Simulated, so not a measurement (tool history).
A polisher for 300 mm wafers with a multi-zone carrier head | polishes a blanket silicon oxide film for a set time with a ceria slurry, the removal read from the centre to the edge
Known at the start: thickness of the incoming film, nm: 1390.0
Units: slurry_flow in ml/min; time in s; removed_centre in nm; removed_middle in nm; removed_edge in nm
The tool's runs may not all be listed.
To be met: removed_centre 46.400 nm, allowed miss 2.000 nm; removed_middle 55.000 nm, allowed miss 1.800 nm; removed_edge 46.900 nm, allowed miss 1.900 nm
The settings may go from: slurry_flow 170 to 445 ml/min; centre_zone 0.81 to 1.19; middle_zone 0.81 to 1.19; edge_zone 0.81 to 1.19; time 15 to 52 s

| run | hour | slurry_flow | centre_zone | middle_zone | edge_zone | time | removed_centre | removed_middle | removed_edge |
|---|---|---|---|---|---|---|---|---|---|
| 1 | 0.0 | 285 | 1.00 | 1.00 | 1.00 | 33 | 65.297 | 66.362 | 65.258 |
| 2 | 6.6 | 250 | 1.00 | 1.00 | 1.00 | 33 | 66.264 | 67.263 | 63.631 |
| 3 | 7.7 | 250 | 1.00 | 0.96 | 1.00 | 33 | 65.541 | 64.720 | 63.535 |
| 4 | 9.1 | 250 | 1.00 | 0.96 | 1.06 | 33 | 65.204 | 62.835 | 66.253 |
| 5 | 15.0 | 250 | 1.00 | 1.03 | 1.06 | 33 | 65.343 | 67.562 | 66.207 |
| 6 | 22.9 | 250 | 1.03 | 1.03 | 1.06 | 33 | 67.410 | 66.779 | 64.774 |
| 7 | 24.6 | 235 | 1.01 | 1.03 | 1.03 | 31 | 61.591 | 62.444 | 60.734 |
| 8 | 32.9 | 230 | 0.99 | 1.04 | 1.00 | 30 | 58.190 | 62.395 | 57.714 |
| 9 | 39.9 | 225 | 0.90 | 0.98 | 0.90 | 25 | 44.682 | 49.037 | 46.585 |
| 10 | 45.7 | 225 | 0.90 | 0.98 | 0.90 | 25 | 43.915 | 48.854 | 46.146 |
| 11 | 51.3 | 230 | 0.91 | 1.00 | 0.90 | 25 | 44.980 | 50.145 | 45.757 |

5 next moves are on the table. One of them brings every result within its allowed miss. Which?
| A | 56.9 | 170 | 0.83 | 1.06 | 0.83 | 27 | ? | ? | ? |
| B | 56.9 | 170 | 0.82 | 0.94 | 1.02 | 27 | ? | ? | ? |
| C | 56.9 | 215 | 0.81 | 1.00 | 1.01 | 26 | ? | ? | ? |
| D | 56.9 | 240 | 0.87 | 1.02 | 0.81 | 27 | ? | ? | ? |
| E | 56.9 | 170 | 0.84 | 1.03 | 0.88 | 26 | ? | ? | ? |

| move | removed_centre | removed_middle | removed_edge |
|---|---|---|---|
| A | 42.929 | 54.440 | 47.196 |
| B | 42.372 | 49.180 | 52.017 |
| C | 41.133 | 50.790 | 50.482 |
| D | 46.332 | 54.069 | 47.640 |
| E | 41.833 | 51.154 | 46.673 |
A: brings the result that was furthest off to its target, and leaves another outside
B: further off than the last run
C: as far off as the last run
D: meets every target
E: nearer than the last run, and not there yet
The right move is D.
